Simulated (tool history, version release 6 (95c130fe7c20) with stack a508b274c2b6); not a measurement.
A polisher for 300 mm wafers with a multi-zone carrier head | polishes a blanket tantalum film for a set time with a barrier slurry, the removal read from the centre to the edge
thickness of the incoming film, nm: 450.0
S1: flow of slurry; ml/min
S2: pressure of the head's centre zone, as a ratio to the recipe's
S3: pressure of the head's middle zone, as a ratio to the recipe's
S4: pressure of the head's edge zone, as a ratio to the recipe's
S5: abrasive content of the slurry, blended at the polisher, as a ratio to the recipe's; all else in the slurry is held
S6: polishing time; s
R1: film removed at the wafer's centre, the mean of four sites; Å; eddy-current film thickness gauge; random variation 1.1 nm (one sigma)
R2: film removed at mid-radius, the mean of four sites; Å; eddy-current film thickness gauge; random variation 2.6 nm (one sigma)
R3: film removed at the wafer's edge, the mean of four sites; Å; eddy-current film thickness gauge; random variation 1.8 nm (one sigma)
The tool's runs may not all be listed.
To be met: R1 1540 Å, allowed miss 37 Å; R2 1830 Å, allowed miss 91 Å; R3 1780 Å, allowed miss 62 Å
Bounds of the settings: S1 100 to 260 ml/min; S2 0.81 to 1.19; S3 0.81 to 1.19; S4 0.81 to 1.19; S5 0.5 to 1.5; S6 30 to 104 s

run	hour	S1	S2	S3	S4	S5	S6	R1	R2	R3
1	0	165	1	1	1	1	67	1276.4	1290.1	1261.4
2	2	175	0.97	1.03	1.06	1.15	69	1327.9	1437.1	1416.3
3	3.3	175	0.97	1.03	1.06	1.15	58	1105.9	1183.3	1197.7
4	5.5	215	0.97	1.03	1.06	1.15	58	1150	1210.6	1226.4
5	12.7	205	0.97	1.06	1.09	1.25	63	1290.8	1365.2	1367.6
6	20.9	220	0.97	1.06	1.09	1.25	63	1293.7	1423.3	1368.8
7	29.6	210	0.95	1.06	1.11	1.35	67	1344.5	1552.4	1472.8
8	34.3	205	0.95	1.04	1.14	1.4	70	1416.4	1547.5	1610.7
9	42.7	210	0.94	1.06	1.15	1.45	71	1450.3	1615.1	1662.7
10	43.2	215	0.94	1.08	1.16	1.45	72	1459	1692.7	1660.9

5 next moves are on the table. One of them brings every result within its allowed miss. Which?
A	43.7	230	1.04	1.05	1.19	1.45	63	?	?	?
B	43.7	175	0.96	0.93	1.19	1.2	83	?	?	?
C	43.7	185	0.87	1.03	1.19	1.5	76	?	?	?
D	43.7	230	0.91	1.09	1.15	1.5	76	?	?	?
E	43.7	230	1.02	1.07	1.09	1.45	71	?	?	?

move	R1	R2	R3
A	1441.2	1407.7	1485.4
B	1597	1535.9	1817
C	1411.2	1631	1762.9
D	1531.3	1767.4	1772.3
E	1593	1612.6	1599.7
A: further off than the last run
B: takes the result that was furthest off past its target
C: further off than the last run
D: meets every target
E: takes the result that was furthest off past its target
Answer: D
